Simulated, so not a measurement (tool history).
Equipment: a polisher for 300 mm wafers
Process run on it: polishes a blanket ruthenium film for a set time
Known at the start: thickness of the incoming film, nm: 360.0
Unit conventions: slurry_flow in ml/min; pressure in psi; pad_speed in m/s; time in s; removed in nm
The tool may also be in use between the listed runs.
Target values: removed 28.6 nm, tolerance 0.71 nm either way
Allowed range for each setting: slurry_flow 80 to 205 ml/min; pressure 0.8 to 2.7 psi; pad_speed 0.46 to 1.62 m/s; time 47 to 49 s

run	hour	slurry_flow	pressure	pad_speed	time	removed
1	0	135	1.7	1.04	47	46.177
2	0.7	135	1.7	1.3	47	56.913
3	9.6	130	1.6	1.28	47	52.591
4	16	125	1.5	1.26	47	50.076
5	19	125	1.5	1.26	49	51.199
6	26.4	125	1.4	1.24	49	49.194
7	27.5	125	1.3	1.2	49	43.993
8	32.4	125	1.2	1.18	49	41.41
9	33.3	125	1.2	1.16	49	40.547
10	35.7	125	1.2	1.14	49	39.827
11	42.5	125	1.2	1.12	49	38.698

4 next moves are on the table. One of them brings every result within its allowed miss. Which?
A	49.3	140	0.9	1	47	?
B	49.3	160	1	0.84	47	?
C	49.3	130	0.8	1.02	47	?
D	49.3	100	0.8	1.08	47	?

move	removed
A	28.785
B	26.74
C	26.889
D	26.569
A: in spec on every target
B: moves the result that the last run missed by most past its target, out the other side
C: moves the result that the last run missed by most past its target, out the other side
D: moves the result that the last run missed by most past its target, out the other side
Correct choice: A, which meets every target
